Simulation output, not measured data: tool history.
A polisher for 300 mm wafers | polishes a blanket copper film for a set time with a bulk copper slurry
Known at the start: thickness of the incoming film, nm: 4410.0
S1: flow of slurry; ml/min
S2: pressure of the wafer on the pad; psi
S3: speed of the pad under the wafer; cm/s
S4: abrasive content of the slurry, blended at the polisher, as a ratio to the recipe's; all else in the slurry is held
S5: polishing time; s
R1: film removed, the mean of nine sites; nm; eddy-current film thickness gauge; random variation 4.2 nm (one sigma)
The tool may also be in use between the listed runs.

Run 1, hour 0.0: S1 235 ml/min, S2 1.8 psi, S3 124 cm/s, S4 1.0, S5 107 s. Result: R1 681.35 nm.
Run 2, hour 6.8: S1 235 ml/min, S2 1.8 psi, S3 100 cm/s, S4 1.0, S5 107 s. Result: R1 548.57 nm.
Run 3, hour 12.1: S1 235 ml/min, S2 1.6 psi, S3 98 cm/s, S4 1.0, S5 107 s. Result: R1 487.34 nm.
Run 4, hour 16.9: S1 235 ml/min, S2 1.4 psi, S3 98 cm/s, S4 1.0, S5 107 s. Result: R1 450.03 nm.
Run 5, hour 25.5: S1 235 ml/min, S2 1.4 psi, S3 114 cm/s, S4 1.0, S5 107 s. Result: R1 530.64 nm.
Run 6, hour 34.3: S1 235 ml/min, S2 1.4 psi, S3 88 cm/s, S4 1.0, S5 107 s. Result: R1 400.91 nm.

Forecast run 7:
Run 7, hour 43.1: S1 235 ml/min, S2 1.4 psi, S3 88 cm/s, S4 1.0, S5 107 s. Result: R1 ?.

{"run 7": {"R1": 395.4}}

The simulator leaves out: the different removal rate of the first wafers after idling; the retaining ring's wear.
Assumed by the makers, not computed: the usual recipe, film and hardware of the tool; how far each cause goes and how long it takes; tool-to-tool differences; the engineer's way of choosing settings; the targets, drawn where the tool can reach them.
